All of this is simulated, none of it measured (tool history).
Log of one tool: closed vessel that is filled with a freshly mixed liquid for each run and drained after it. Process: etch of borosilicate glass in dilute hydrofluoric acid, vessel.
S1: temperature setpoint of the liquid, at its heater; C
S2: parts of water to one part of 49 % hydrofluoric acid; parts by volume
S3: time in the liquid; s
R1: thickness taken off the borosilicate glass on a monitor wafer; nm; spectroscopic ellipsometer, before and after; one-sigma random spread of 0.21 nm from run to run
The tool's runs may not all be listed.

run    day    S1   S2   S3      R1
  1      0    25  150  105  18.985
  2  0.062    27  150  105  20.356
  3  0.392    27  150  110  20.945
  4  0.717    27  150  110   21.23
  5  1.033    27  150  110  21.206
  6  1.317  27.5  150  110  21.346
  7   1.35    28  150  110  21.423

The next listed run, before its measurement:
  8  1.617  28.5  150  110   ?

R1: 22.485 nm
